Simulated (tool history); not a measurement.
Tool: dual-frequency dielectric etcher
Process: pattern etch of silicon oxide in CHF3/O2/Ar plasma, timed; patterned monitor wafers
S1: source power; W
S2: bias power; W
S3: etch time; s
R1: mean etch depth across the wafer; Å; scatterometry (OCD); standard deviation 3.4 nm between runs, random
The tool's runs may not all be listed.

{"run": 1, "day": 0.0, "S1": 600, "S2": 153, "S3": 414.5, "R1": 8510.7}
{"run": 2, "day": 0.196, "S1": 600, "S2": 153, "S3": 380.5, "R1": 7794.6}
{"run": 3, "day": 0.55, "S1": 650, "S2": 156, "S3": 381, "R1": 8146.4}
{"run": 4, "day": 0.746, "S1": 650, "S2": 156, "S3": 380.5, "R1": 8114}
{"run": 5, "day": 0.904, "S1": 650, "S2": 156, "S3": 380.5, "R1": 8112.8}
{"run": 6, "day": 1.279, "S1": 690, "S2": 161, "S3": 381.5, "R1": 8418.5}

Expected results for the next run?
{"run": 7, "day": 1.488, "S1": 720, "S2": 163, "S3": 381.5, "R1": "?"}

{"run 7": {"R1": 8618.1}}

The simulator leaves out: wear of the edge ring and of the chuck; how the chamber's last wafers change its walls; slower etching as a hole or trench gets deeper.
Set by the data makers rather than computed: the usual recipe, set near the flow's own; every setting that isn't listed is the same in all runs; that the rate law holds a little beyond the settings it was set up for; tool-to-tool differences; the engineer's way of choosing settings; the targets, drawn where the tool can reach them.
